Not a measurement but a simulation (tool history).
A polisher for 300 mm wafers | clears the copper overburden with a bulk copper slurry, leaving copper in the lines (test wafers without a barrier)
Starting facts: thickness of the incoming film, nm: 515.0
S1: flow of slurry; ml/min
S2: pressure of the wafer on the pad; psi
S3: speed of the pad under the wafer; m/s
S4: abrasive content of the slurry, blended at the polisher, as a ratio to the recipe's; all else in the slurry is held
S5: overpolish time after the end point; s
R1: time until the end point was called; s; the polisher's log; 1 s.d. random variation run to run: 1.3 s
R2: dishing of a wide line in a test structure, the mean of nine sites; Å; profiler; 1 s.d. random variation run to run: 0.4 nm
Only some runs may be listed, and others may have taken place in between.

run	hour	S1	S2	S3	S4	S5	R1	R2
1	0	130	1.7	1.08	1	13	124.13	340.97
2	1.9	120	1.7	1.08	1	13	128.09	344.41
3	6	90	1.7	1.08	1	13	136.77	320.24
4	7.8	90	1.3	1.08	1	13	176.4	256.37
5	15.3	110	1.3	1.08	1	13	167.78	270.46
6	20.4	125	1.3	1.08	1	13	160.49	272.25

The next listed run, before its measurement:
7	26.4	135	1.3	1.08	1	13	?	?

For run 7 the tool returned R1 160.15 s, R2 278.66 Å.
